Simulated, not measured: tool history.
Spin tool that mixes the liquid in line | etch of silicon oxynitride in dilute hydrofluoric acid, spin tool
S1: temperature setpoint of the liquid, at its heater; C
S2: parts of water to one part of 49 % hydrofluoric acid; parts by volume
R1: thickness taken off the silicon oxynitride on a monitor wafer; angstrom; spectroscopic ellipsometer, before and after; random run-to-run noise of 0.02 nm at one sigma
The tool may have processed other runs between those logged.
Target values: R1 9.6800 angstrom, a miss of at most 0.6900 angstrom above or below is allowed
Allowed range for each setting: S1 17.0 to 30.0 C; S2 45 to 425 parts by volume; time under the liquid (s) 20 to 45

run 1 hour=0.0 | S1=22.0 S2=235 time_under_the_liquid_(s)=45 | R1=3.8819
run 2 hour=7.6 | S1=18.5 S2=235 time_under_the_liquid_(s)=45 | R1=3.3521
run 3 hour=12.3 | S1=18.5 S2=160 time_under_the_liquid_(s)=45 | R1=5.0496
run 4 hour=13.4 | S1=18.5 S2=235 time_under_the_liquid_(s)=45 | R1=3.5232
run 5 hour=15.6 | S1=19.5 S2=195 time_under_the_liquid_(s)=45 | R1=4.4083
run 6 hour=23.5 | S1=19.5 S2=195 time_under_the_liquid_(s)=45 | R1=4.5141
run 7 hour=25.1 | S1=21.0 S2=175 time_under_the_liquid_(s)=45 | R1=5.2824
run 8 hour=30.1 | S1=22.5 S2=160 time_under_the_liquid_(s)=45 | R1=6.4447
run 9 hour=33.3 | S1=23.5 S2=155 time_under_the_liquid_(s)=45 | R1=6.8381
run 10 hour=37.1 | S1=24.5 S2=150 time_under_the_liquid_(s)=45 | R1=7.6140
-- hour=37.8 hydrofluoric acid flow meter replaced
run 11 hour=37.8 | S1=28.0 S2=140 time_under_the_liquid_(s)=45 | R1=8.2867
run 12 hour=41.7 | S1=28.0 S2=135 time_under_the_liquid_(s)=45 | R1=8.6722

Which of these 5 next moves meets every target?
run A hour=45.6 | S1=24.5 S2=130 time_under_the_liquid_(s)=45 | R1=?
run B hour=45.6 | S1=30.0 S2=120 time_under_the_liquid_(s)=45 | R1=?
run C hour=45.6 | S1=28.5 S2=125 time_under_the_liquid_(s)=45 | R1=?
run D hour=45.6 | S1=27.5 S2=155 time_under_the_liquid_(s)=45 | R1=?
run E hour=45.6 | S1=30.0 S2=155 time_under_the_liquid_(s)=45 | R1=?

move=A R1=7.8192
move=B R1=10.9590
move=C R1=9.7949
move=D R1=7.3521
move=E R1=8.2002
A: moves away from the targets compared with the last run
B: takes the biggest miss from the last run beyond its target
C: all results land within tolerance of their targets
D: moves away from the targets compared with the last run
E: moves away from the targets compared with the last run
So the answer is move C, the one that meets all the targets.
